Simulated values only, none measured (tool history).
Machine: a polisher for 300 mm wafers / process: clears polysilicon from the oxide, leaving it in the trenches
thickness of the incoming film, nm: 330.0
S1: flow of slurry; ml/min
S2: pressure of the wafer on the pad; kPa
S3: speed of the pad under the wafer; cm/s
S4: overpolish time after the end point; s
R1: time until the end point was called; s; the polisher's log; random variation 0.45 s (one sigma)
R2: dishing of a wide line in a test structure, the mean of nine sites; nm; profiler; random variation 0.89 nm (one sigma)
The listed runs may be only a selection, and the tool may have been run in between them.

run    day   S1    S2  S3  S4      R1      R2
  1  0.000  275  11.7  84  17  37.779  64.010
  2  0.167  275  10.3  84  17  42.394  62.851
  3  0.246  340  10.3  84  17  42.223  60.520
  4  0.371  340  10.3  96  17  36.855  61.502
  5  0.588  340  11.7  96  17  32.728  64.109
  6  0.917  340  13.8  96  17  27.786  67.407
  7  1.012  340  10.3  90   9  39.186  44.671
     1.383  -- worn pad replaced by a new one
  8  1.383  340   9.7  90   8  38.281  42.901
  9  1.675  340   9.0  90   8  41.401  40.645
 10  1.888  335   7.6  90   6  47.991  30.074
 11  2.229  335   7.6  90   7  47.706  32.383

What does the tool deliver on the next run?
 12  2.362  335  7.6  90  12   ?   ?

{"run 12": {"R1": 47.913, "R2": 48.229}}
